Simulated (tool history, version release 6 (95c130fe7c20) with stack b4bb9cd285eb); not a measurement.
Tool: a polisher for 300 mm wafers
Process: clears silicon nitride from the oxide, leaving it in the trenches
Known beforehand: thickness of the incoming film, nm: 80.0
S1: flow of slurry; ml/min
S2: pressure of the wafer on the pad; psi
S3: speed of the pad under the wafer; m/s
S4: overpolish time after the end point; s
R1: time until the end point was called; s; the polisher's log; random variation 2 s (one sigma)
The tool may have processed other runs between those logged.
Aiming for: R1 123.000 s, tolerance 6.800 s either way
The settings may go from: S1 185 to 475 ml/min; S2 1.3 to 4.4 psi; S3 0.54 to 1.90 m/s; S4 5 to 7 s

run 1 hour=0.0 | S1=305 S2=2.8 S3=1.22 S4=7 | R1=78.962
run 2 hour=4.1 | S1=305 S2=2.5 S3=1.20 S4=7 | R1=88.272
run 3 hour=10.6 | S1=305 S2=2.2 S3=1.18 S4=7 | R1=101.100
run 4 hour=18.4 | S1=305 S2=2.1 S3=1.18 S4=7 | R1=105.520
run 5 hour=21.5 | S1=305 S2=2.0 S3=1.18 S4=7 | R1=116.160
run 6 hour=23.1 | S1=305 S2=2.0 S3=1.42 S4=7 | R1=94.370
run 7 hour=31.2 | S1=305 S2=1.3 S3=1.38 S4=7 | R1=149.240
run 8 hour=36.2 | S1=305 S2=1.4 S3=1.38 S4=7 | R1=139.170

Consider the 5 candidate settings below. Which is the only one whose results all fall within their allowed miss of target?
run A hour=41.2 | S1=215 S2=2.3 S3=1.12 S4=7 | R1=?
run B hour=41.2 | S1=260 S2=1.7 S3=1.32 S4=6 | R1=?
run C hour=41.2 | S1=295 S2=1.7 S3=1.42 S4=7 | R1=?
run D hour=41.2 | S1=295 S2=1.7 S3=1.50 S4=5 | R1=?
run E hour=41.2 | S1=365 S2=1.6 S3=1.56 S4=6 | R1=?

move=A R1=109.750
move=B R1=121.900
move=C R1=111.980
move=D R1=106.150
move=E R1=106.170
A: carries the result that was furthest off beyond its target, to the other side
B: hits every target within its allowed miss
C: carries the result that was furthest off beyond its target, to the other side
D: carries the result that was furthest off beyond its target, to the other side
E: carries the result that was furthest off beyond its target, to the other side
B meets every target.

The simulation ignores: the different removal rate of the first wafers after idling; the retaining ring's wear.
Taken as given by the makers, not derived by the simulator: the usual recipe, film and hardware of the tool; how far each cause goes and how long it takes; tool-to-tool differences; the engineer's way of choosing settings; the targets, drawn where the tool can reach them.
